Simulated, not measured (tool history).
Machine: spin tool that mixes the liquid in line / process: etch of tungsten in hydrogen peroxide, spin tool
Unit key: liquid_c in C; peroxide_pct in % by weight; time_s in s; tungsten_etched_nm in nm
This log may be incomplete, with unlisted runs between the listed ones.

run 1 day=0.000 | liquid_c=54.0 peroxide_pct=20.0 time_s=15 | tungsten_etched_nm=42.720
run 2 day=0.133 | liquid_c=54.0 peroxide_pct=17.5 time_s=15 | tungsten_etched_nm=41.061
run 3 day=0.254 | liquid_c=53.0 peroxide_pct=17.5 time_s=15 | tungsten_etched_nm=38.155
run 4 day=0.500 | liquid_c=52.0 peroxide_pct=17.5 time_s=15 | tungsten_etched_nm=35.723
run 5 day=0.558 | liquid_c=51.5 peroxide_pct=17.5 time_s=15 | tungsten_etched_nm=34.914
run 6 day=0.833 | liquid_c=51.5 peroxide_pct=21.5 time_s=15 | tungsten_etched_nm=38.098
run 7 day=1.192 | liquid_c=50.5 peroxide_pct=21.5 time_s=15 | tungsten_etched_nm=36.395
run 8 day=1.421 | liquid_c=49.5 peroxide_pct=21.5 time_s=15 | tungsten_etched_nm=34.256
run 9 day=1.554 | liquid_c=49.0 peroxide_pct=21.5 time_s=15 | tungsten_etched_nm=33.003
run 10 day=1.688 | liquid_c=48.5 peroxide_pct=21.5 time_s=15 | tungsten_etched_nm=32.048
run 11 day=1.758 | liquid_c=48.0 peroxide_pct=21.5 time_s=15 | tungsten_etched_nm=31.364

Predict the results of run 12:
run 12 day=2.012 | liquid_c=47.5 peroxide_pct=21.5 time_s=15 | tungsten_etched_nm=?

Run 12 yielded tungsten_etched_nm 30.302 nm.

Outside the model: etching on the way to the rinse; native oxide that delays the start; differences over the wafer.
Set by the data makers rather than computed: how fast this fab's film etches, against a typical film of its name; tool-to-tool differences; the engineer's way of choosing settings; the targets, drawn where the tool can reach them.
